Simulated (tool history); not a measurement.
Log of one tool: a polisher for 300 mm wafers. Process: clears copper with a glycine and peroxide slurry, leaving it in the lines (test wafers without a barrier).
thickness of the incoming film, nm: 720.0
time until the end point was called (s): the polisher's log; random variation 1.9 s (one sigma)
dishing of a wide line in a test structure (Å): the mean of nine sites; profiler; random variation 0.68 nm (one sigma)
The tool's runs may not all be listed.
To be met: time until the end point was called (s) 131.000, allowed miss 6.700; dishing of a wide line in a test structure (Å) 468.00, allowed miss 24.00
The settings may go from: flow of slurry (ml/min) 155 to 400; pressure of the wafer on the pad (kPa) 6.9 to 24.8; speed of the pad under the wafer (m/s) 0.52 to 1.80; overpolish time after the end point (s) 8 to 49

run	hour	flow of slurry (ml/min)	pressure of the wafer on the pad (kPa)	speed of the pad under the wafer (m/s)	overpolish time after the end point (s)	time until the end point was called (s)	dishing of a wide line in a test structure (Å)
1	0.0	255	15.9	1.16	25	122.930	707.58
2	8.7	255	15.2	1.18	21	126.330	643.84
3	13.0	255	15.2	1.46	21	106.370	693.31
4	20.2	255	15.2	1.70	21	91.564	754.52
5	24.8	255	13.1	1.70	18	102.460	658.44
6	33.6	225	13.1	1.70	18	102.440	627.22
7	37.9	220	11.7	1.70	17	111.840	592.19
8	45.6	220	11.0	1.70	15	116.400	523.91

4 next moves are on the table. One of them brings every result within its allowed miss. Which?
A	53.3	165	13.8	1.80	17	?	?
B	53.3	195	13.8	1.80	15	?	?
C	53.3	160	12.4	1.80	16	?	?
D	53.3	210	9.0	1.68	15	?	?

move	time until the end point was called (s)	dishing of a wide line in a test structure (Å)
A	93.635	630.50
B	92.634	584.37
C	100.740	571.77
D	128.400	450.54
A: further off than the last run
B: further off than the last run
C: further off than the last run
D: meets every target
The right move is D.
